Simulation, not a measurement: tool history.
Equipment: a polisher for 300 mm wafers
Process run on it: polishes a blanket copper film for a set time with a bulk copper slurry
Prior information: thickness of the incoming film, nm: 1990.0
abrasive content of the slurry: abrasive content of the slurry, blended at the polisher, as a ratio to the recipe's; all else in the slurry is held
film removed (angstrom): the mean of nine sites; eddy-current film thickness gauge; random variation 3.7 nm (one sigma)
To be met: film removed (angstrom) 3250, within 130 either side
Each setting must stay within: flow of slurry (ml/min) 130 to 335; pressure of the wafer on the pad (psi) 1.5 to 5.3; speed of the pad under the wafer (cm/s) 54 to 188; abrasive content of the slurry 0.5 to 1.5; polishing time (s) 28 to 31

| run | day | flow of slurry (ml/min) | pressure of the wafer on the pad (psi) | speed of the pad under the wafer (cm/s) | abrasive content of the slurry | polishing time (s) | film removed (angstrom) |
|---|---|---|---|---|---|---|---|
| 1 | 0 | 215 | 3.4 | 120 | 1 | 31 | 4120.1 |
| 2 | 0.096 | 215 | 3.2 | 120 | 1 | 31 | 3993.1 |
| 3 | 0.142 | 215 | 3.2 | 120 | 1 | 31 | 4035 |
| 4 | 0.433 | 215 | 3 | 120 | 1 | 31 | 3787.2 |
| 5 | 0.746 | 215 | 2.9 | 120 | 1 | 31 | 3688.9 |
| 6 | 0.971 | 215 | 2.9 | 120 | 1.1 | 31 | 3785.3 |
| 7 | 1.217 | 215 | 2.8 | 120 | 1.1 | 31 | 3625.8 |
| 8 | 1.329 | 215 | 2.7 | 120 | 1.1 | 31 | 3570.5 |
| 9 | 1.662 | 215 | 2.6 | 120 | 1.1 | 31 | 3568.9 |
| 10 | 1.746 | 215 | 2.5 | 120 | 1.1 | 31 | 3428.3 |

4 candidate next runs follow, results not yet known. Just one meets every target within its allowed miss. Identify it.
| A | 1.829 | 190 | 3.1 | 110 | 1.1 | 31 | ? |
| B | 1.829 | 195 | 2.8 | 112 | 1 | 28 | ? |
| C | 1.829 | 260 | 2.1 | 140 | 1.1 | 28 | ? |
| D | 1.829 | 220 | 2.5 | 112 | 1.2 | 28 | ? |

| move | film removed (angstrom) |
|---|---|
| A | 3560.8 |
| B | 2997.8 |
| C | 3254.7 |
| D | 2931.8 |
A: the biggest miss grows against the last run
B: takes the result that was furthest off past its target
C: in spec on every target
D: takes the result that was furthest off past its target
Go with C: it meets all targets.
